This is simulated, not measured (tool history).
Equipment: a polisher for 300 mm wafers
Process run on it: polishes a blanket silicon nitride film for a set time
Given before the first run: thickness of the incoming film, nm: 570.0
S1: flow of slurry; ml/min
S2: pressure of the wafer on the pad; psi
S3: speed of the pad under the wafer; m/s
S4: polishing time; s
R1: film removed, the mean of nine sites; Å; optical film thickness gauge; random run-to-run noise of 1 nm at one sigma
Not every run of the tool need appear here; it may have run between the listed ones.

{"run": 1, "hour": 0.0, "S1": 225, "S2": 3.8, "S3": 1.06, "S4": 78, "R1": 1228.9}
{"run": 2, "hour": 1.7, "S1": 225, "S2": 3.4, "S3": 1.06, "S4": 78, "R1": 1114.1}
{"run": 3, "hour": 3.8, "S1": 225, "S2": 3.2, "S3": 1.06, "S4": 78, "R1": 1067.8}
{"run": 4, "hour": 10.5, "S1": 225, "S2": 3.8, "S3": 1.06, "S4": 78, "R1": 1252.7}
{"run": 5, "hour": 17.8, "S1": 225, "S2": 3.5, "S3": 1.06, "S4": 78, "R1": 1165.6}
{"run": 6, "hour": 21.9, "S1": 225, "S2": 3.2, "S3": 1.06, "S4": 78, "R1": 1062.9}

Run 7 is up next; what results do you expect?
{"run": 7, "hour": 28.2, "S1": 225, "S2": 3, "S3": 1.06, "S4": 78, "R1": "?"}

R1: 996.98 Å
